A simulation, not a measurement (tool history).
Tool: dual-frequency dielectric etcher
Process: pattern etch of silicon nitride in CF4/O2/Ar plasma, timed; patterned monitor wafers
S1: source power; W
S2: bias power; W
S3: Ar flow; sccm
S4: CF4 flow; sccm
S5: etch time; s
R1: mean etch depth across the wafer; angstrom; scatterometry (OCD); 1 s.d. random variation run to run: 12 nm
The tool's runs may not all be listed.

run    day   S1  S2   S3   S4   S5     R1
  1      0  610  37  106  125  674  13590
  2  0.117  610  37  124  125  674  13532
  3    0.3  660  37  124  125  674  14321
  4  0.417  660  39  124  125  674  14527
  5  0.538  700  39  124  125  674  15534
  6  0.646  720  39  124  125  674  16016
  7  0.808  720  39  124  125  674  16088
  8  1.088  720  39  124  125  674  15836
  9    1.4  740  39  124  125  674  16287

Run 10 comes next. What will it give?
 10  1.675  750  39  124  125  674   ?

{"run 10": {"R1": 16467}}

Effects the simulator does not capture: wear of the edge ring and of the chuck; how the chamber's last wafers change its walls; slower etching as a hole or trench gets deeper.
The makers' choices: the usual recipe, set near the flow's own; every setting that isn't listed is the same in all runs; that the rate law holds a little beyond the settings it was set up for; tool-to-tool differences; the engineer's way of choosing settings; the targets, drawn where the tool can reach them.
